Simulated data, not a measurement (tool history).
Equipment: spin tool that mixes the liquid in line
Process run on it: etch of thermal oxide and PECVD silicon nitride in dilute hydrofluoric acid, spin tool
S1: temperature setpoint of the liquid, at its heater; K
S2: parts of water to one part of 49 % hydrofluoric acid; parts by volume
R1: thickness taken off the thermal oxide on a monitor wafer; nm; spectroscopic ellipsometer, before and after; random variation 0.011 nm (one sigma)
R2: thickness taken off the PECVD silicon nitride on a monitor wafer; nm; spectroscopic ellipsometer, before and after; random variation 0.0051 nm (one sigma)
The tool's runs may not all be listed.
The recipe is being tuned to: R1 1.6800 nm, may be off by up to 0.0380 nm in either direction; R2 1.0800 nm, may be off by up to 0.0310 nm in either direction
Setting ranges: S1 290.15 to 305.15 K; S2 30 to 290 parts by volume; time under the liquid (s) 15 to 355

{"run": 1, "hour": 0.0, "S1": 297.15, "S2": 160, "time under the liquid (s)": 180, "R1": 4.9475, "R2": 3.7127}
{"run": 2, "hour": 5.2, "S1": 298.65, "S2": 160, "time under the liquid (s)": 180, "R1": 5.2584, "R2": 4.09}
{"run": 3, "hour": 11.3, "S1": 297.65, "S2": 170, "time under the liquid (s)": 175, "R1": 4.559, "R2": 3.5142}
{"run": 4, "hour": 17.4, "S1": 296.65, "S2": 180, "time under the liquid (s)": 170, "R1": 3.9937, "R2": 3.0257}
{"run": 5, "hour": 25.7, "S1": 298.15, "S2": 180, "time under the liquid (s)": 170, "R1": 4.2352, "R2": 3.3627}
{"run": 6, "hour": 30.6, "S1": 297.15, "S2": 185, "time under the liquid (s)": 165, "R1": 3.7987, "R2": 2.9675}
{"run": 7, "hour": 36.7, "S1": 296.15, "S2": 190, "time under the liquid (s)": 160, "R1": 3.5103, "R2": 2.6218}
{"run": 8, "hour": 37.6, "S1": 295.65, "S2": 200, "time under the liquid (s)": 160, "R1": 3.18, "R2": 2.4123}
{"run": 9, "hour": 44.2, "S1": 295.15, "S2": 205, "time under the liquid (s)": 155, "R1": 2.9453, "R2": 2.2156}
{"run": 10, "hour": 51.7, "S1": 294.65, "S2": 210, "time under the liquid (s)": 150, "R1": 2.7016, "R2": 2.0243}
{"run": 11, "hour": 54.2, "S1": 294.15, "S2": 215, "time under the liquid (s)": 145, "R1": 2.5277, "R2": 1.8467}
{"run": 12, "hour": 56.6, "S1": 293.65, "S2": 220, "time under the liquid (s)": 145, "R1": 2.3903, "R2": 1.7348}
{"run": 13, "hour": 58.3, "S1": 293.15, "S2": 225, "time under the liquid (s)": 145, "R1": 2.2864, "R2": 1.6667}
{"run": 14, "hour": 59.4, "S1": 292.65, "S2": 225, "time under the liquid (s)": 140, "R1": 2.1676, "R2": 1.5411}
{"run": 15, "hour": 66.9, "S1": 292.65, "S2": 225, "time under the liquid (s)": 140, "R1": 2.1583, "R2": 1.5483}
{"run": 16, "hour": 75.2, "S1": 292.15, "S2": 225, "time under the liquid (s)": 140, "R1": 2.1107, "R2": 1.5139}
{"run": 17, "hour": 80.5, "S1": 290.15, "S2": 230, "time under the liquid (s)": 110, "R1": 1.4866, "R2": 1.0043}
{"run": 18, "hour": 88.9, "S1": 290.15, "S2": 225, "time under the liquid (s)": 110, "R1": 1.531, "R2": 1.0292}
{"run": 19, "hour": 94.3, "S1": 290.15, "S2": 220, "time under the liquid (s)": 110, "R1": 1.5847, "R2": 1.0581}
{"run": 20, "hour": 97.0, "S1": 290.15, "S2": 210, "time under the liquid (s)": 105, "R1": 1.6168, "R2": 1.0531}

Exactly one of the 4 candidate moves below puts every result within its allowed miss. Which one?
{"run": "A", "hour": 99.7, "S1": 290.15, "S2": 205, "time under the liquid (s)": 115, "R1": "?", "R2": "?"}
{"run": "B", "hour": 99.7, "S1": 290.65, "S2": 200, "time under the liquid (s)": 95, "R1": "?", "R2": "?"}
{"run": "C", "hour": 99.7, "S1": 291.15, "S2": 165, "time under the liquid (s)": 80, "R1": "?", "R2": "?"}
{"run": "D", "hour": 99.7, "S1": 291.15, "S2": 200, "time under the liquid (s)": 105, "R1": "?", "R2": "?"}

move=A R1=1.8031 R2=1.1820
move=B R1=1.5646 R2=1.0341
move=C R1=1.6843 R2=1.0839
move=D R1=1.7638 R2=1.1818
A: moves the result that the last run missed by most past its target, out the other side
B: misses by more than the last run did
C: hits every target within its allowed miss
D: moves the result that the last run missed by most past its target, out the other side
Correct choice: C, which meets every target
